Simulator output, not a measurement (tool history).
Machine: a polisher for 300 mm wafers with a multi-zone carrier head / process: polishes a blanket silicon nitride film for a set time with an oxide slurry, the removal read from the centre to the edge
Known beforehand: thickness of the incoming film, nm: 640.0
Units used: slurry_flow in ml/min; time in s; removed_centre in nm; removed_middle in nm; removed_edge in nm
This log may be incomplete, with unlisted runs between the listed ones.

| run | hour | slurry_flow | centre_zone | middle_zone | edge_zone | slurry_solids | time | removed_centre | removed_middle | removed_edge |
|---|---|---|---|---|---|---|---|---|---|---|
| 1 | 0.0 | 120 | 1.00 | 1.00 | 1.00 | 1.00 | 83 | 76.913 | 73.880 | 75.869 |
| 2 | 6.7 | 135 | 1.00 | 1.00 | 1.00 | 1.00 | 83 | 77.535 | 76.922 | 76.033 |
| 3 | 13.1 | 135 | 1.02 | 1.02 | 1.02 | 1.15 | 85 | 82.317 | 84.337 | 83.971 |
| 4 | 21.9 | 135 | 1.02 | 1.02 | 1.08 | 1.15 | 85 | 84.980 | 83.496 | 86.505 |
| 5 | 27.7 | 140 | 1.06 | 1.03 | 1.08 | 1.25 | 87 | 90.886 | 90.414 | 90.978 |
| 6 | 33.2 | 140 | 1.06 | 1.09 | 1.08 | 1.25 | 87 | 93.363 | 95.045 | 92.326 |
| 7 | 39.3 | 145 | 1.09 | 1.10 | 1.09 | 1.30 | 88 | 97.829 | 98.683 | 93.378 |
| 8 | 40.2 | 145 | 1.10 | 1.10 | 1.10 | 1.35 | 90 | 99.805 | 101.230 | 98.304 |

What does the tool deliver on the next run?
| 9 | 41.2 | 150 | 1.12 | 1.10 | 1.10 | 1.40 | 91 | ? | ? | ? |

{"run 9": {"removed_centre": 107.73, "removed_middle": 104.06, "removed_edge": 99.85}}
